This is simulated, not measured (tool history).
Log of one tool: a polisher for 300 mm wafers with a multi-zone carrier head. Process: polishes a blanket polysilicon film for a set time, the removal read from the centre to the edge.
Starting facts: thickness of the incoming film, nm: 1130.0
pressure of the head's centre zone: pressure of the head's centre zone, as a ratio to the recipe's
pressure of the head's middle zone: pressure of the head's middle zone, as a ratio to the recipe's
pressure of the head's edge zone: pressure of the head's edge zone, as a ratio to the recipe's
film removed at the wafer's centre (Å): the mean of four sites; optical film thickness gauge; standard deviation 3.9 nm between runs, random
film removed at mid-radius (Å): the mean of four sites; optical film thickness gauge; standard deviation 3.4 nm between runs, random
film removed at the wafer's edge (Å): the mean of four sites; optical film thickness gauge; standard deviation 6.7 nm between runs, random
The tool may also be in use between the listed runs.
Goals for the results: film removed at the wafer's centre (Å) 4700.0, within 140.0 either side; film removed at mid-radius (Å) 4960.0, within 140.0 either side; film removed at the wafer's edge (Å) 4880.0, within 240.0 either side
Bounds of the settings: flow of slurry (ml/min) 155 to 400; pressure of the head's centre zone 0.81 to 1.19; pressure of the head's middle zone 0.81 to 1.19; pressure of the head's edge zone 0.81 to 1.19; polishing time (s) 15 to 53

run,day,flow of slurry (ml/min),pressure of the head's centre zone,pressure of the head's middle zone,pressure of the head's edge zone,polishing time (s),film removed at the wafer's centre (Å),film removed at mid-radius (Å),film removed at the wafer's edge (Å)
1,0.000,255,1.00,1.00,1.00,34,4302.3,4300.4,4247.0
2,0.104,255,1.00,0.92,1.00,34,4322.9,3992.4,4209.1
3,0.200,255,1.00,0.92,1.05,34,4296.2,4028.5,4263.8
4,0.325,255,1.00,0.97,1.05,34,4254.4,4229.8,4281.3
5,0.392,255,1.00,0.97,1.08,34,4275.6,4186.5,4398.2
6,0.542,255,1.00,0.97,1.16,34,4348.2,4240.3,4328.6
7,0.588,260,0.99,0.98,1.16,35,4439.4,4383.4,4488.0
8,0.883,265,0.98,0.99,1.17,36,4542.4,4596.6,4748.9
9,1.129,275,0.98,1.01,1.17,36,4496.3,4682.6,4710.6

Consider the 5 candidate settings below. Which is the only one whose results all fall within their allowed miss of target?
A,1.375,255,0.99,1.02,1.17,32,?,?,?
B,1.375,265,0.99,1.05,1.12,37,?,?,?
C,1.375,190,0.98,1.01,1.17,36,?,?,?
D,1.375,280,0.99,0.94,1.19,34,?,?,?
E,1.375,300,0.96,1.14,1.13,35,?,?,?

move,film removed at the wafer's centre (Å),film removed at mid-radius (Å),film removed at the wafer's edge (Å)
A,3999.0,4166.3,4175.0
B,4649.0,4960.8,4766.4
C,4241.1,4448.6,4546.4
D,4299.0,4178.5,4506.1
E,4337.8,5105.3,4565.2
A: moves away from the targets compared with the last run
B: every result within its allowed miss
C: moves away from the targets compared with the last run
D: moves away from the targets compared with the last run
E: pushes the last run's worst result past its target
Move B is the one to make.

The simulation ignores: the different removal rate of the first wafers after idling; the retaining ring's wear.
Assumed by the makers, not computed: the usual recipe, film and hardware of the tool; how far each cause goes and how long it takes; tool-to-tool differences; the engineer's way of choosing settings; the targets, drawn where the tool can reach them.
